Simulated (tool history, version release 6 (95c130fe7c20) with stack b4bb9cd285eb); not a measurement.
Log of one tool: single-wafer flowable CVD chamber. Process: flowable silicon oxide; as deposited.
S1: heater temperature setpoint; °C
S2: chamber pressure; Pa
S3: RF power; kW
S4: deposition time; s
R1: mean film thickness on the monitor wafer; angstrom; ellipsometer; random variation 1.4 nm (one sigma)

run  hour   S1   S2     S3   S4      R1
  1     0  100  137  2.495  350  3027.6
  2   2.4  100  137  2.285  350  3002.6
  3   3.7  101  137  2.285  350  2913.8
  4  11.4  101  151  2.285  350  3152.4
  5  12.5   92  151  2.285  350  4098.3
  6  16.3   92  151  2.285  350  4127.9
  7    22   95  151  2.285  350    3792
  8  23.4   97  151  2.285  350    3558

Run 9 comes next. What will it give?
  9  27.1  97  151  2.285  350   ?

Run 9 gave R1 3551.9 angstrom.
